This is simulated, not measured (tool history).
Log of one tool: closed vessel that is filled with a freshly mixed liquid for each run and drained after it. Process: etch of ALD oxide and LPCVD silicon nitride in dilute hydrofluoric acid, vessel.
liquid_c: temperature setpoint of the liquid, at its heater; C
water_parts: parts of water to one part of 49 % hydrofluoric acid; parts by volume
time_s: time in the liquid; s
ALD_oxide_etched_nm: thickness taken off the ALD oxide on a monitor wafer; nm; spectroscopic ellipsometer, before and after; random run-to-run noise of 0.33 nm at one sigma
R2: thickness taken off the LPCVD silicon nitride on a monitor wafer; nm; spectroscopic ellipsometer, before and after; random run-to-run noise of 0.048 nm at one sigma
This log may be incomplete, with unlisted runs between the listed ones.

{"run": 1, "hour": 0.0, "liquid_c": 21.0, "water_parts": 110, "time_s": 450, "ALD_oxide_etched_nm": 38.197, "R2": 1.7667}
{"run": 2, "hour": 3.9, "liquid_c": 21.0, "water_parts": 140, "time_s": 450, "ALD_oxide_etched_nm": 28.751, "R2": 1.4198}
{"run": 3, "hour": 6.8, "liquid_c": 21.0, "water_parts": 170, "time_s": 450, "ALD_oxide_etched_nm": 23.098, "R2": 1.1378}
{"run": 4, "hour": 13.2, "liquid_c": 21.0, "water_parts": 200, "time_s": 450, "ALD_oxide_etched_nm": 19.296, "R2": 0.97022}
{"run": 5, "hour": 18.3, "liquid_c": 17.5, "water_parts": 200, "time_s": 450, "ALD_oxide_etched_nm": 16.539, "R2": 0.79694}
{"run": 6, "hour": 23.3, "liquid_c": 17.5, "water_parts": 200, "time_s": 555, "ALD_oxide_etched_nm": 20.379, "R2": 0.95801}
{"run": 7, "hour": 29.6, "liquid_c": 20.0, "water_parts": 185, "time_s": 555, "ALD_oxide_etched_nm": 25.023, "R2": 1.2012}
{"hour": 35.5, "done": "hydrofluoric acid flow meter replaced"}
{"run": 8, "hour": 35.5, "liquid_c": 24.0, "water_parts": 140, "time_s": 550, "ALD_oxide_etched_nm": 35.311, "R2": 1.8158}
{"run": 9, "hour": 41.0, "liquid_c": 24.5, "water_parts": 135, "time_s": 550, "ALD_oxide_etched_nm": 37.298, "R2": 1.964}
{"run": 10, "hour": 47.8, "liquid_c": 24.5, "water_parts": 130, "time_s": 550, "ALD_oxide_etched_nm": 38.884, "R2": 2.0492}

What does the tool deliver on the next run?
{"run": 11, "hour": 56.7, "liquid_c": 24.5, "water_parts": 125, "time_s": 550, "ALD_oxide_etched_nm": "?", "R2": "?"}

For run 11 the tool returned ALD_oxide_etched_nm 40.433 nm, R2 2.06160 nm.

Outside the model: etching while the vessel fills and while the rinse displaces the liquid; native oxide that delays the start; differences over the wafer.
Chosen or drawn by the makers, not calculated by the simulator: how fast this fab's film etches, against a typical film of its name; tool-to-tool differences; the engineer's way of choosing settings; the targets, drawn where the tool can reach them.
